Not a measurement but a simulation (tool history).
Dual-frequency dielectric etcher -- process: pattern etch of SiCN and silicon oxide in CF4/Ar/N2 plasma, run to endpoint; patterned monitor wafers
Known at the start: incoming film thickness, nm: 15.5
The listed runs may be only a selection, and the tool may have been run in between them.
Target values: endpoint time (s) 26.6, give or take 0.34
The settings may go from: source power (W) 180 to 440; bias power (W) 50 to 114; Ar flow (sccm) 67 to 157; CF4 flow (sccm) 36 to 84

run  hour  source power (W)  bias power (W)  Ar flow (sccm)  CF4 flow (sccm)  endpoint time (s)
  1     0               310              82             112               60              24.66
  2   2.1               310              82             123               60             25.097
  3   9.3               340              82             123               60             23.347
  4  14.5               340              82             123               68             23.058
  5  22.3               340              82             107               68             22.222
  6  30.4               340              82             107               73             22.221
  7  35.9               280              81             107               73              26.23
  8  38.6               270              81             107               73             26.999

Exercise: of the 4 proposed moves below, exactly one satisfies all targets within the stated allowed misses. Which move is it?
  A  41.3               270              78             109               68                  ?
  B  41.3               280              77             127               63                  ?
  C  41.3               250              92             106               74                  ?
  D  41.3               270              82             104               75                  ?

move  endpoint time (s)
   A             27.712
   B             28.036
   C             27.325
   D             26.647
A: the biggest miss grows against the last run
B: the biggest miss grows against the last run
C: the biggest miss grows against the last run
D: every result lands within tolerance
Go with D: it meets all targets.

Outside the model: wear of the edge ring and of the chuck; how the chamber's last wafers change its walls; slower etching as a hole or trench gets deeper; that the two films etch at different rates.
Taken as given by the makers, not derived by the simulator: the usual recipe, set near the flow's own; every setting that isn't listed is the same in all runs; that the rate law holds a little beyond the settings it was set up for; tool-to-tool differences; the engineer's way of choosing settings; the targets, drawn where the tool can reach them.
